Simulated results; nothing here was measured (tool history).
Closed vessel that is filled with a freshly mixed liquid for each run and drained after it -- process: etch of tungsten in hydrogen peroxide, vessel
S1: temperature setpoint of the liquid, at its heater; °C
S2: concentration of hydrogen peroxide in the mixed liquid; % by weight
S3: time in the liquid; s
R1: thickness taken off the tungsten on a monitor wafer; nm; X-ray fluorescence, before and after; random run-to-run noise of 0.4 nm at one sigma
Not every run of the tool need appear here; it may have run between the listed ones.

{"run": 1, "hour": 0.0, "S1": 46, "S2": 16.5, "S3": 30, "R1": 26.98}
{"run": 2, "hour": 4.8, "S1": 48, "S2": 16.5, "S3": 30, "R1": 31.182}
{"run": 3, "hour": 12.5, "S1": 48, "S2": 16.5, "S3": 30, "R1": 30.158}
{"run": 4, "hour": 17.0, "S1": 49.5, "S2": 16.5, "S3": 30, "R1": 33.262}
{"run": 5, "hour": 18.4, "S1": 50.5, "S2": 16.5, "S3": 30, "R1": 35.286}
{"run": 6, "hour": 24.6, "S1": 50.5, "S2": 16.5, "S3": 30, "R1": 35.391}
{"run": 7, "hour": 25.7, "S1": 51.5, "S2": 16.5, "S3": 30, "R1": 37.792}
{"run": 8, "hour": 32.3, "S1": 52, "S2": 16.5, "S3": 30, "R1": 39.348}
{"run": 9, "hour": 37.2, "S1": 52.5, "S2": 16.5, "S3": 30, "R1": 40.515}
{"run": 10, "hour": 39.3, "S1": 53, "S2": 16.5, "S3": 30, "R1": 41.634}
{"run": 11, "hour": 48.4, "S1": 53.5, "S2": 16.5, "S3": 30, "R1": 43.138}

What does the tool deliver on the next run?
{"run": 12, "hour": 51.9, "S1": 54, "S2": 16.5, "S3": 30, "R1": "?"}

{"run 12": {"R1": 43.46}}

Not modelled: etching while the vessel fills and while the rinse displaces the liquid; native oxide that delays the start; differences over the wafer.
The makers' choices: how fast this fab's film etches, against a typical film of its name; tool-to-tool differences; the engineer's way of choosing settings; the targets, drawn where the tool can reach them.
